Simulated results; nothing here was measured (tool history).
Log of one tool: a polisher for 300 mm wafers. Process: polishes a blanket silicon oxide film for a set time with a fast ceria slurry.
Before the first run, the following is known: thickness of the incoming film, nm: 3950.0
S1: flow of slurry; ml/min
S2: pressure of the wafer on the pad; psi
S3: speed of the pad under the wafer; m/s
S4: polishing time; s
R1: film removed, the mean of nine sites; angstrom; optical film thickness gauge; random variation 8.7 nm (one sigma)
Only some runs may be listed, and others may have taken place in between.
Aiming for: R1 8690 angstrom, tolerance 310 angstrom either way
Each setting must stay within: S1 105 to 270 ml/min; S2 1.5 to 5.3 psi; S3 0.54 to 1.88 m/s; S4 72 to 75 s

run	hour	S1	S2	S3	S4	R1
1	0	175	3.4	1.2	72	16707
2	3.1	175	3.4	1.2	72	16861
3	10	175	3	1.18	72	14594
4	17.4	175	3	0.96	72	12635
5	26.3	175	2.4	0.96	72	10189
6	27.9	215	2.4	0.96	72	10463
7	33.1	215	2.3	0.96	72	10093
8	40.2	215	2.2	0.96	72	9667
9	44.5	200	1.8	0.96	72	7962.7
10	48.1	205	1.8	0.96	72	7918.4
11	57.1	210	1.8	0.96	72	7921.5
12	59.1	215	1.8	0.96	72	7919.4
13	62.6	215	1.9	0.96	72	8257.5

Next run, 5 choices. One meets every target within its allowed miss, the rest don't. Which?
A	66.1	195	2.1	0.92	72	?
B	66.1	235	1.8	0.9	72	?
C	66.1	215	1.6	1.08	74	?
D	66.1	260	2	0.78	72	?
E	66.1	225	1.8	0.96	72	?

move	R1
A	8819.5
B	7686.1
C	8006.1
D	7759.7
E	8015
A: in spec on every target
B: lands further from the targets than the last run did
C: lands further from the targets than the last run did
D: lands further from the targets than the last run did
E: lands further from the targets than the last run did
Go with A: it meets all targets.

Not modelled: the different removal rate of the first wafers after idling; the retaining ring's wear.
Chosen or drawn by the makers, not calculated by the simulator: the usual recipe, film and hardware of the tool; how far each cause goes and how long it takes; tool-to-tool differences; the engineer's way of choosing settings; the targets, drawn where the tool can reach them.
